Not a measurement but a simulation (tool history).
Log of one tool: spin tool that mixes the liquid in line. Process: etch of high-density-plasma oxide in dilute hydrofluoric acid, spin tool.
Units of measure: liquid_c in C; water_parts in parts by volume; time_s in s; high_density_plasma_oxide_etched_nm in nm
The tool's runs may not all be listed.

run  hour  liquid_c  water_parts  time_s  high_density_plasma_oxide_etched_nm
  1     0        24           95     205                                21.78
  2   6.4        21           95     205                               19.699
  3   8.3      23.5           80     205                               25.946
  4   9.8        20           80     205                               22.697
  5  18.8        23           70     205                               29.706
  6  25.8        23           45     205                               47.648
  7    27        24           45     205                               49.689
  8  32.9      24.5           45     205                               50.455
  9  35.4        25           45     205                               52.815
 10  40.2      25.5           45     205                               53.097

Forecast run 11:
 11  49.1        26           45     205                                    ?

{"run 11": {"high_density_plasma_oxide_etched_nm": 54.589}}
